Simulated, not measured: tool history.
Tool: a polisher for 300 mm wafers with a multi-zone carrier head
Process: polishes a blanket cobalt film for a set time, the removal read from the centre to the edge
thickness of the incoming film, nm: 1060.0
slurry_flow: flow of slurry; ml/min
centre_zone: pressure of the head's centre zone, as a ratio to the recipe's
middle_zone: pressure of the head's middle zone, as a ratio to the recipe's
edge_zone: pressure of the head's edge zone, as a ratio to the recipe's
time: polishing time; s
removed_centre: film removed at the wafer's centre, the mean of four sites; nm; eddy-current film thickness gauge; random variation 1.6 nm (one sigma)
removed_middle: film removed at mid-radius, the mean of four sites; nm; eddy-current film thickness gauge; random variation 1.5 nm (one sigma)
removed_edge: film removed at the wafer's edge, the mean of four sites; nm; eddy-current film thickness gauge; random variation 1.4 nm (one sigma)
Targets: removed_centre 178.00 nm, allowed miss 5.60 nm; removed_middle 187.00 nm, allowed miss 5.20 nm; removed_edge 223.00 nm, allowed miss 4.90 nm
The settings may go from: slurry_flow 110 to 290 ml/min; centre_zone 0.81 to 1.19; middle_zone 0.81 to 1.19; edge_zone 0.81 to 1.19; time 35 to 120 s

run,hour,slurry_flow,centre_zone,middle_zone,edge_zone,time,removed_centre,removed_middle,removed_edge
1,0.0,185,1.00,1.00,1.00,77,306.90,297.93,308.79
2,3.5,185,0.95,1.00,1.00,77,294.76,296.51,309.88
3,10.7,185,0.95,1.00,1.04,77,292.08,293.67,316.90
4,16.7,170,0.91,0.98,1.03,71,257.53,262.89,284.54
5,24.4,170,0.99,0.98,1.03,71,272.61,262.26,286.21
6,26.3,170,0.99,0.98,1.03,82,318.26,309.31,327.23
7,28.7,155,0.94,0.96,1.04,75,276.55,270.52,298.23
8,33.5,150,0.91,0.96,1.05,69,241.54,249.02,272.70
9,34.1,140,0.89,0.93,1.06,66,221.70,230.76,261.40
10,34.7,135,0.87,0.90,1.05,64,206.71,211.10,251.69
11,38.1,130,0.86,0.89,1.03,63,197.98,205.21,241.53
12,41.8,110,0.81,0.81,0.96,62,171.61,176.83,222.42

Which of these 5 next moves meets every target?
A,45.5,115,0.81,0.96,1.03,56,?,?,?
B,45.5,135,0.81,0.82,0.98,56,?,?,?
C,45.5,120,0.81,0.92,0.95,57,?,?,?
D,45.5,130,0.82,0.86,0.98,59,?,?,?
E,45.5,110,0.81,0.84,0.93,60,?,?,?

move,removed_centre,removed_middle,removed_edge
A,158.03,186.64,208.55
B,166.07,171.27,210.40
C,163.15,185.69,206.09
D,175.27,185.81,220.04
E,166.48,176.54,211.11
A: brings the result that was furthest off to its target, and leaves another outside
B: further off than the last run
C: brings the result that was furthest off to its target, and leaves another outside
D: meets every target
E: further off than the last run
The right move is D.
